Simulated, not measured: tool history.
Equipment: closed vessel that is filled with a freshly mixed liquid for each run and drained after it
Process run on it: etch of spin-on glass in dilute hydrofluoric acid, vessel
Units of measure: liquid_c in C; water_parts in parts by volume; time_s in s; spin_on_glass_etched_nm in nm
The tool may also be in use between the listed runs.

run 1 hour=0.0 | liquid_c=20.0 water_parts=220 time_s=160 | spin_on_glass_etched_nm=14.864
run 2 hour=0.6 | liquid_c=21.0 water_parts=205 time_s=160 | spin_on_glass_etched_nm=17.137
run 3 hour=6.5 | liquid_c=24.0 water_parts=205 time_s=160 | spin_on_glass_etched_nm=19.190
run 4 hour=7.4 | liquid_c=24.0 water_parts=175 time_s=160 | spin_on_glass_etched_nm=23.270
run 5 hour=11.1 | liquid_c=24.5 water_parts=165 time_s=160 | spin_on_glass_etched_nm=25.268
run 6 hour=17.5 | liquid_c=27.0 water_parts=165 time_s=160 | spin_on_glass_etched_nm=27.795
run 7 hour=22.8 | liquid_c=28.0 water_parts=75 time_s=160 | spin_on_glass_etched_nm=72.114
run 8 hour=31.2 | liquid_c=27.0 water_parts=75 time_s=160 | spin_on_glass_etched_nm=68.626

Run 9 is up next; what results do you expect?
run 9 hour=33.1 | liquid_c=26.0 water_parts=75 time_s=160 | spin_on_glass_etched_nm=?

spin_on_glass_etched_nm: 65.675 nm

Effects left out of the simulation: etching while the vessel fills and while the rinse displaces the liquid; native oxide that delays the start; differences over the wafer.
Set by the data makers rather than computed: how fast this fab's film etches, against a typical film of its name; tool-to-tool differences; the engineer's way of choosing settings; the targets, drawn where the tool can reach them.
